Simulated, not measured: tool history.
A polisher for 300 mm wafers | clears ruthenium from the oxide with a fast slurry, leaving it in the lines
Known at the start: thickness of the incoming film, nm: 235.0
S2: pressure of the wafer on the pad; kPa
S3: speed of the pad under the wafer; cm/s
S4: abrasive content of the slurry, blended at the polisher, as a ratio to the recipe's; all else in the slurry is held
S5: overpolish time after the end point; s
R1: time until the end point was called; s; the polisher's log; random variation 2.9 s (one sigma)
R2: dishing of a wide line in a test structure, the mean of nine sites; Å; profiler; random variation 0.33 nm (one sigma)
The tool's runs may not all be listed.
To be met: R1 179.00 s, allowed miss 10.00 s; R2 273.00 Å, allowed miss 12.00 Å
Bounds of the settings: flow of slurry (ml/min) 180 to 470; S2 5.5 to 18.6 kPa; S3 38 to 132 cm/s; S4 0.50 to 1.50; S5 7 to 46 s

{"run": 1, "hour": 0.0, "flow of slurry (ml/min)": 300, "S2": 11.7, "S3": 84, "S4": 1.0, "S5": 24, "R1": 112.31, "R2": 361.26}
{"run": 2, "hour": 5.4, "flow of slurry (ml/min)": 300, "S2": 11.7, "S3": 84, "S4": 1.0, "S5": 17, "R1": 112.89, "R2": 277.55}
{"run": 3, "hour": 12.6, "flow of slurry (ml/min)": 300, "S2": 10.3, "S3": 84, "S4": 1.0, "S5": 20, "R1": 127.96, "R2": 280.42}
{"run": 4, "hour": 19.1, "flow of slurry (ml/min)": 300, "S2": 10.3, "S3": 84, "S4": 0.9, "S5": 20, "R1": 136.17, "R2": 271.17}
{"run": 5, "hour": 27.2, "flow of slurry (ml/min)": 300, "S2": 10.3, "S3": 84, "S4": 0.75, "S5": 20, "R1": 147.84, "R2": 241.53}
{"run": 6, "hour": 29.1, "flow of slurry (ml/min)": 300, "S2": 10.3, "S3": 74, "S4": 0.75, "S5": 20, "R1": 169.48, "R2": 212.9}
{"run": 7, "hour": 30.1, "flow of slurry (ml/min)": 300, "S2": 10.3, "S3": 74, "S4": 0.75, "S5": 22, "R1": 175.46, "R2": 235.36}
{"run": 8, "hour": 35.9, "flow of slurry (ml/min)": 300, "S2": 10.3, "S3": 74, "S4": 0.75, "S5": 23, "R1": 167.94, "R2": 246.18}
{"run": 9, "hour": 44.7, "flow of slurry (ml/min)": 300, "S2": 10.3, "S3": 74, "S4": 0.75, "S5": 24, "R1": 162.13, "R2": 257.38}
{"run": 10, "hour": 52.7, "flow of slurry (ml/min)": 300, "S2": 9.7, "S3": 74, "S4": 0.75, "S5": 25, "R1": 178.49, "R2": 255.61}

Which of these 5 next moves meets every target?
{"run": "A", "hour": 60.7, "flow of slurry (ml/min)": 285, "S2": 9.7, "S3": 78, "S4": 0.7, "S5": 24, "R1": "?", "R2": "?"}
{"run": "B", "hour": 60.7, "flow of slurry (ml/min)": 400, "S2": 11.7, "S3": 60, "S4": 0.75, "S5": 22, "R1": "?", "R2": "?"}
{"run": "C", "hour": 60.7, "flow of slurry (ml/min)": 260, "S2": 8.3, "S3": 80, "S4": 0.8, "S5": 25, "R1": "?", "R2": "?"}
{"run": "D", "hour": 60.7, "flow of slurry (ml/min)": 370, "S2": 11.0, "S3": 64, "S4": 0.75, "S5": 30, "R1": "?", "R2": "?"}
{"run": "E", "hour": 60.7, "flow of slurry (ml/min)": 245, "S2": 9.0, "S3": 78, "S4": 0.8, "S5": 27, "R1": "?", "R2": "?"}

move=A R1=176.85 R2=246.37
move=B R1=176.15 R2=228.04
move=C R1=186.16 R2=243.98
move=D R1=176.54 R2=302.98
move=E R1=177.73 R2=273.44
A: further off than the last run
B: further off than the last run
C: further off than the last run
D: takes the result that was furthest off past its target
E: meets every target
The right move is E.

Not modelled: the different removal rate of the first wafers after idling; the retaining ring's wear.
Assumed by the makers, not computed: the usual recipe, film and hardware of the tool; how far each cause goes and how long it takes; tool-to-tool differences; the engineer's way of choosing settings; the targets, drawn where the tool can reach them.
